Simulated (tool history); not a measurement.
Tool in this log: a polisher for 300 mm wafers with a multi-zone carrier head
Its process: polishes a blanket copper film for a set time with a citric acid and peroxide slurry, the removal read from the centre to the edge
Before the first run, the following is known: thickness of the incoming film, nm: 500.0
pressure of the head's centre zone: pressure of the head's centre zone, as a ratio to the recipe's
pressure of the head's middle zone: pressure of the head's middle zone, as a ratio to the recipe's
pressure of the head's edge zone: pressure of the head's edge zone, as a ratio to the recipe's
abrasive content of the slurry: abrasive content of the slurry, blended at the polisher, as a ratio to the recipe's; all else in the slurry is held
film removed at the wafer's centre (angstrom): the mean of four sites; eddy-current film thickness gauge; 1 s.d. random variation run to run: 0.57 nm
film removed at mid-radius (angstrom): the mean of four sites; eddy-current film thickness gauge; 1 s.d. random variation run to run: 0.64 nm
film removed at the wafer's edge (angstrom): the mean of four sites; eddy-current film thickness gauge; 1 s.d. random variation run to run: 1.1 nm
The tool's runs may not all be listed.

run	hour	flow of slurry (ml/min)	pressure of the head's centre zone	pressure of the head's middle zone	pressure of the head's edge zone	abrasive content of the slurry	polishing time (s)	film removed at the wafer's centre (angstrom)	film removed at mid-radius (angstrom)	film removed at the wafer's edge (angstrom)
1	0	165	1	1	1	1	30	708.19	704.25	709.59
2	5	165	1	1	1	1.1	30	702.71	717.2	711.77
3	5.8	180	1.01	0.97	1.05	1.15	31	768.11	747.77	748.77
4	7.8	180	0.96	0.97	1.05	1.15	31	733.36	743.5	761.03
5	10.3	180	0.95	0.93	1.08	1.2	32	749.59	758.18	821.52
6	16.1	180	0.88	0.93	1.08	1.2	32	683.86	757.25	821.06
7	23.6	195	0.9	0.91	1.11	1.2	32	713.51	753.98	824.16
8	30.7	195	0.92	0.89	1.12	1.25	32	736.54	749.71	859.6
9	33.4	195	0.92	0.89	1.12	1.25	32	733.32	766.92	851.84
10	37.8	200	0.95	0.87	1.14	1.25	32	764.15	760.74	855.27

Forecast run 11:
11	42.4	200	0.97	0.85	1.15	1.3	32	?	?	?

{"run 11": {"film removed at the wafer's centre (angstrom)": 791.04, "film removed at mid-radius (angstrom)": 740.68, "film removed at the wafer's edge (angstrom)": 877.57}}

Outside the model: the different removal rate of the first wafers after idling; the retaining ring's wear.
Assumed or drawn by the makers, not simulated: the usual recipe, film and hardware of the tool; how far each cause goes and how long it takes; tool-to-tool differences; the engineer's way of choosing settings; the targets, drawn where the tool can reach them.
